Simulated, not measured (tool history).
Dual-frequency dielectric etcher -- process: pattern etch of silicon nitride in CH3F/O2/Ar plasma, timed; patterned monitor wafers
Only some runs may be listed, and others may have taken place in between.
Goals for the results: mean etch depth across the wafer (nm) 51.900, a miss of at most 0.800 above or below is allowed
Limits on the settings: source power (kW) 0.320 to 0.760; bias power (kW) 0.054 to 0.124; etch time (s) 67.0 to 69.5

| run | day | source power (kW) | bias power (kW) | etch time (s) | mean etch depth across the wafer (nm) |
|---|---|---|---|---|---|
| 1 | 0.000 | 0.540 | 0.089 | 67.0 | 63.175 |
| 2 | 0.271 | 0.580 | 0.089 | 67.0 | 65.590 |
| 3 | 0.554 | 0.520 | 0.087 | 67.0 | 61.739 |
| 4 | 0.612 | 0.470 | 0.087 | 67.0 | 59.760 |
| 5 | 0.846 | 0.400 | 0.087 | 67.0 | 56.042 |
| 6 | 0.912 | 0.380 | 0.086 | 67.0 | 54.099 |
| 7 | 1.146 | 0.370 | 0.086 | 67.0 | 53.500 |
| 8 | 1.342 | 0.360 | 0.086 | 67.0 | 53.053 |

Which single option among these 5 for the next run brings every result within its allowed miss of target? Just one does.
| A | 1.538 | 0.390 | 0.074 | 68.0 | ? |
| B | 1.538 | 0.330 | 0.095 | 69.0 | ? |
| C | 1.538 | 0.350 | 0.088 | 68.5 | ? |
| D | 1.538 | 0.390 | 0.086 | 68.0 | ? |
| E | 1.538 | 0.320 | 0.081 | 69.5 | ? |

| move | mean etch depth across the wafer (nm) |
|---|---|
| A | 53.844 |
| B | 53.603 |
| C | 53.663 |
| D | 55.503 |
| E | 51.483 |
A: the biggest miss grows against the last run
B: the biggest miss grows against the last run
C: the biggest miss grows against the last run
D: the biggest miss grows against the last run
E: all results in spec
Answer: E
